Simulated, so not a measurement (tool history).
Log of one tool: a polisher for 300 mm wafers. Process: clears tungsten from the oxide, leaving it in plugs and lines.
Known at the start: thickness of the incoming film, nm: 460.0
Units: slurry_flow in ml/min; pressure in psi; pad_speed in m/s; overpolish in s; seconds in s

run	hour	slurry_flow	pressure	pad_speed	slurry_solids	overpolish	seconds
1	0.0	170	3.4	1.42	1.0	32	75.561
2	8.6	170	3.5	1.42	1.0	32	76.762
3	9.5	170	3.5	1.42	1.1	32	73.999
4	14.3	170	3.6	1.42	1.1	32	69.738
5	16.0	170	3.7	1.42	1.1	32	70.894
6	23.7	170	4.2	1.42	1.1	32	62.675
7	25.2	170	4.3	1.42	1.1	32	59.333

Forecast run 8:
8	30.8	170	4.4	1.42	1.1	32	?

Run 8 gave seconds 59.301 s.
